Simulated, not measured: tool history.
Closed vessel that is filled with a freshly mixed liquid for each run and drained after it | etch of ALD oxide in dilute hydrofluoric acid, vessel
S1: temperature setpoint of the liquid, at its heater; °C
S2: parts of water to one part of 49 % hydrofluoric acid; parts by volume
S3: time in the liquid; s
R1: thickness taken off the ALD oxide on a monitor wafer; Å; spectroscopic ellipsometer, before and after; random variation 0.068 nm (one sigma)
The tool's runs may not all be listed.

run 1 hour=0 | S1=21 S2=215 S3=170 | R1=66.978
run 2 hour=1.5 | S1=18 S2=215 S3=170 | R1=59.559
run 3 hour=2.5 | S1=19 S2=200 S3=170 | R1=67.163
run 4 hour=5.7 | S1=20 S2=185 S3=170 | R1=76.693
-- hour=8.2 thermometer replaced
run 5 hour=8.2 | S1=18 S2=185 S3=170 | R1=67.649
run 6 hour=17.6 | S1=19 S2=175 S3=170 | R1=76.014
run 7 hour=23 | S1=20 S2=165 S3=170 | R1=84.594
run 8 hour=30.4 | S1=21 S2=155 S3=170 | R1=94.097
run 9 hour=39.3 | S1=22 S2=150 S3=170 | R1=101.27

Forecast run 10:
run 10 hour=41.4 | S1=23 S2=145 S3=170 | R1=?

Run 10 gave R1 109.81 Å.
